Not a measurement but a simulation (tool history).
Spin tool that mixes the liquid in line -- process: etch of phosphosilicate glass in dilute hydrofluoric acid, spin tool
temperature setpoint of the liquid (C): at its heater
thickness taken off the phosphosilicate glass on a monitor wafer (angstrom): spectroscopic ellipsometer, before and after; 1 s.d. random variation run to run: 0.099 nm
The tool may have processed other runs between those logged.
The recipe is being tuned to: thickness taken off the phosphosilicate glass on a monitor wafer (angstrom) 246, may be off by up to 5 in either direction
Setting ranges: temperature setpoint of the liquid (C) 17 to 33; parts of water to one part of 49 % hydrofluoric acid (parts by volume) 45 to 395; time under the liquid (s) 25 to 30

run,hour,temperature setpoint of the liquid (C),parts of water to one part of 49 % hydrofluoric acid (parts by volume),time under the liquid (s),thickness taken off the phosphosilicate glass on a monitor wafer (angstrom)
1,0,25,220,30,163.42
2,4.6,25,220,25,136.49
3,7.7,27.5,200,25,168.2
4,12,27.5,200,25,168.54
5,16.6,30,200,25,182.5
6,18.1,31,185,25,208.2
7,21,33,165,25,258.46
8,28.6,32.5,165,25,256.32

Next run, 5 choices. One meets every target within its allowed miss, the rest don't. Which?
A,36.2,31.5,170,25,?
B,36.2,32,155,25,?
C,36.2,33,205,30,?
D,36.2,33,200,30,?
E,36.2,28,155,25,?

move,thickness taken off the phosphosilicate glass on a monitor wafer (angstrom)
A,236.18
B,268.95
C,236.27
D,243.76
E,233.06
A: pushes the last run's worst result past its target
B: further off than the last run
C: pushes the last run's worst result past its target
D: every result within its allowed miss
E: pushes the last run's worst result past its target
D is the move that brings every result within its allowed miss.
